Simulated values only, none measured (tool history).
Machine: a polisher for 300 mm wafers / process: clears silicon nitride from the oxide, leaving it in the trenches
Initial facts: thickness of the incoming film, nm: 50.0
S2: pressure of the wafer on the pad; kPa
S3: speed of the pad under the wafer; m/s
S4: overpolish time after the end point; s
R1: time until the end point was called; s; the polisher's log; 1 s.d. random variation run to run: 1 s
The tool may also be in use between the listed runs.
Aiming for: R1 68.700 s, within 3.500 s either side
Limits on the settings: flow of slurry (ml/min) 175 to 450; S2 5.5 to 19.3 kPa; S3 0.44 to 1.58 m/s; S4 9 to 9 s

Run 1, day 0.000: flow of slurry (ml/min) 290, S2 12.4 kPa, S3 1.00 m/s, S4 9 s. Result: R1 93.375 s.
Run 2, day 0.046: flow of slurry (ml/min) 290, S2 10.3 kPa, S3 1.00 m/s, S4 9 s. Result: R1 114.540 s.
Run 3, day 0.229: flow of slurry (ml/min) 290, S2 11.7 kPa, S3 1.02 m/s, S4 9 s. Result: R1 95.892 s.
Run 4, day 0.529: flow of slurry (ml/min) 290, S2 11.7 kPa, S3 0.84 m/s, S4 9 s. Result: R1 111.760 s.
Run 5, day 0.792: flow of slurry (ml/min) 290, S2 13.1 kPa, S3 0.84 m/s, S4 9 s. Result: R1 102.100 s.
Run 6, day 0.967: flow of slurry (ml/min) 290, S2 11.7 kPa, S3 0.84 m/s, S4 9 s. Result: R1 114.100 s.
Run 7, day 1.283: flow of slurry (ml/min) 290, S2 15.2 kPa, S3 0.90 m/s, S4 9 s. Result: R1 82.457 s.
Run 8, day 1.433: flow of slurry (ml/min) 290, S2 15.9 kPa, S3 0.90 m/s, S4 9 s. Result: R1 78.246 s.
Run 9, day 1.612: flow of slurry (ml/min) 290, S2 16.5 kPa, S3 0.90 m/s, S4 9 s. Result: R1 76.594 s.
Run 10, day 1.904: flow of slurry (ml/min) 290, S2 16.5 kPa, S3 0.90 m/s, S4 9 s. Result: R1 75.961 s.
Run 11, day 2.258: flow of slurry (ml/min) 290, S2 17.2 kPa, S3 0.90 m/s, S4 9 s. Result: R1 74.033 s.

Exactly one of the 5 candidate moves below puts every result within its allowed miss. Which one?
Run A, day 2.612: flow of slurry (ml/min) 390, S2 19.3 kPa, S3 0.84 m/s, S4 9 s. Result: R1 ?.
Run B, day 2.612: flow of slurry (ml/min) 295, S2 17.2 kPa, S3 0.86 m/s, S4 9 s. Result: R1 ?.
Run C, day 2.612: flow of slurry (ml/min) 345, S2 17.9 kPa, S3 0.78 m/s, S4 9 s. Result: R1 ?.
Run D, day 2.612: flow of slurry (ml/min) 360, S2 19.3 kPa, S3 0.68 m/s, S4 9 s. Result: R1 ?.
Run E, day 2.612: flow of slurry (ml/min) 355, S2 15.9 kPa, S3 0.88 m/s, S4 9 s. Result: R1 ?.

move      R1
   A  67.256
   B  75.666
   C  76.977
   D  78.431
   E  79.397
A: every result within its allowed miss
B: misses by more than the last run did
C: misses by more than the last run did
D: misses by more than the last run did
E: misses by more than the last run did
The move that meets every target is A.
